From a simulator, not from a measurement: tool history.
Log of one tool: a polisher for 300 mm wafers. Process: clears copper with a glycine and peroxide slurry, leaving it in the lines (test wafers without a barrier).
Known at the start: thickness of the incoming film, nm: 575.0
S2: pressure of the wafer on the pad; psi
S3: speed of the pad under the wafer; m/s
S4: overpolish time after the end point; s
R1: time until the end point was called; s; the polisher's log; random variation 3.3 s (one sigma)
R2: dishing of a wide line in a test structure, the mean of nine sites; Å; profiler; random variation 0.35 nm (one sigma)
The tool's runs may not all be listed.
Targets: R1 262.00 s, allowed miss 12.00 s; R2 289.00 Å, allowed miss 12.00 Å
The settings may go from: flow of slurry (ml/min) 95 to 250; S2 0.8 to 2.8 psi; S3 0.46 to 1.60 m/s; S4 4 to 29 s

run 1 hour=0.0 | flow_of_slurry_(ml/min)=160 S2=1.8 S3=1.02 S4=15 | R1=192.59 R2=298.86
run 2 hour=2.0 | flow_of_slurry_(ml/min)=160 S2=1.8 S3=1.20 S4=15 | R1=168.82 R2=315.94
run 3 hour=9.5 | flow_of_slurry_(ml/min)=160 S2=1.7 S3=1.18 S4=16 | R1=179.48 R2=321.40
run 4 hour=13.3 | flow_of_slurry_(ml/min)=160 S2=1.6 S3=1.16 S4=17 | R1=188.45 R2=326.01
run 5 hour=18.7 | flow_of_slurry_(ml/min)=160 S2=1.5 S3=1.14 S4=17 | R1=205.28 R2=308.21
run 6 hour=20.6 | flow_of_slurry_(ml/min)=160 S2=1.4 S3=1.14 S4=17 | R1=213.43 R2=303.49
run 7 hour=27.5 | flow_of_slurry_(ml/min)=160 S2=1.3 S3=1.14 S4=17 | R1=223.25 R2=280.09
run 8 hour=33.7 | flow_of_slurry_(ml/min)=155 S2=1.3 S3=1.12 S4=18 | R1=225.76 R2=290.15
run 9 hour=38.5 | flow_of_slurry_(ml/min)=145 S2=0.9 S3=1.10 S4=21 | R1=299.57 R2=269.93
run 10 hour=46.6 | flow_of_slurry_(ml/min)=150 S2=0.9 S3=1.10 S4=21 | R1=295.08 R2=267.19
run 11 hour=51.8 | flow_of_slurry_(ml/min)=155 S2=0.9 S3=1.10 S4=21 | R1=292.95 R2=279.19
run 12 hour=60.9 | flow_of_slurry_(ml/min)=160 S2=0.9 S3=1.10 S4=21 | R1=301.26 R2=279.04

4 next moves are on the table. One of them brings every result within its allowed miss. Which?
run A hour=70.0 | flow_of_slurry_(ml/min)=175 S2=1.1 S3=1.06 S4=24 | R1=? R2=?
run B hour=70.0 | flow_of_slurry_(ml/min)=190 S2=1.0 S3=1.16 S4=22 | R1=? R2=?
run C hour=70.0 | flow_of_slurry_(ml/min)=105 S2=0.9 S3=1.28 S4=26 | R1=? R2=?
run D hour=70.0 | flow_of_slurry_(ml/min)=175 S2=1.2 S3=0.96 S4=20 | R1=? R2=?

move=A R1=259.29 R2=336.63
move=B R1=259.06 R2=314.66
move=C R1=296.99 R2=318.97
move=D R1=258.79 R2=297.47
A: brings the result that was furthest off to its target, and leaves another outside
B: brings the result that was furthest off to its target, and leaves another outside
C: nearer than the last run, and not there yet
D: meets every target
Answer: D
